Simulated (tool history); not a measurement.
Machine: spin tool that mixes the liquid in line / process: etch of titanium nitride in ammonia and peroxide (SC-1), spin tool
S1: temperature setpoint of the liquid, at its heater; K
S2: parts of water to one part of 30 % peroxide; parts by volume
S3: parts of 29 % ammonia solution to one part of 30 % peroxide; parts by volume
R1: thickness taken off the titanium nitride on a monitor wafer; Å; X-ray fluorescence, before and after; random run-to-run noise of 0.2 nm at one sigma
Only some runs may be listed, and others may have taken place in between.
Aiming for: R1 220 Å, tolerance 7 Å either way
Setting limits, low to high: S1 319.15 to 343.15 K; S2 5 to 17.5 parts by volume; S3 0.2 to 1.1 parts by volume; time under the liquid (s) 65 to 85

Run 1, hour 0: S1 335.15 K, S2 9.5 parts by volume, S3 0.6 parts by volume, time under the liquid (s) 85. Result: R1 104.37 Å.
Run 2, hour 8.6: S1 336.65 K, S2 9 parts by volume, S3 0.6 parts by volume, time under the liquid (s) 85. Result: R1 117.51 Å.
Run 3, hour 11.4: S1 337.65 K, S2 8.5 parts by volume, S3 0.6 parts by volume, time under the liquid (s) 85. Result: R1 128.84 Å.
Run 4, hour 18.2: S1 337.65 K, S2 5.5 parts by volume, S3 0.6 parts by volume, time under the liquid (s) 85. Result: R1 161.17 Å.
Run 5, hour 26.6: S1 338.65 K, S2 5.5 parts by volume, S3 0.6 parts by volume, time under the liquid (s) 85. Result: R1 169.44 Å.
Run 6, hour 28: S1 338.65 K, S2 5.5 parts by volume, S3 0.75 parts by volume, time under the liquid (s) 85. Result: R1 175.43 Å.
Run 7, hour 32.2: S1 339.15 K, S2 5.5 parts by volume, S3 0.75 parts by volume, time under the liquid (s) 85. Result: R1 185.35 Å.
Run 8, hour 39.8: S1 339.65 K, S2 5.5 parts by volume, S3 0.75 parts by volume, time under the liquid (s) 85. Result: R1 186.27 Å.
Run 9, hour 40.4: S1 340.15 K, S2 5.5 parts by volume, S3 0.75 parts by volume, time under the liquid (s) 85. Result: R1 195.31 Å.
Run 10, hour 48.2: S1 340.65 K, S2 5.5 parts by volume, S3 0.75 parts by volume, time under the liquid (s) 85. Result: R1 201.44 Å.

Pick the move, out of 4, that brings all results within their allowed miss; only one does.
Run A, hour 56: S1 342.65 K, S2 6 parts by volume, S3 0.65 parts by volume, time under the liquid (s) 80. Result: R1 ?.
Run B, hour 56: S1 341.15 K, S2 5 parts by volume, S3 0.8 parts by volume, time under the liquid (s) 85. Result: R1 ?.
Run C, hour 56: S1 340.65 K, S2 5 parts by volume, S3 0.85 parts by volume, time under the liquid (s) 80. Result: R1 ?.
Run D, hour 56: S1 343.15 K, S2 5 parts by volume, S3 0.95 parts by volume, time under the liquid (s) 70. Result: R1 ?.

move      R1
   A  202.59
   B   219.8
   C  202.13
   D  209.63
A: gains on the last run, yet a result remains outside its allowed miss
B: every result within its allowed miss
C: as far off as the last run
D: gains on the last run, yet a result remains outside its allowed miss
The move that meets every target is B.

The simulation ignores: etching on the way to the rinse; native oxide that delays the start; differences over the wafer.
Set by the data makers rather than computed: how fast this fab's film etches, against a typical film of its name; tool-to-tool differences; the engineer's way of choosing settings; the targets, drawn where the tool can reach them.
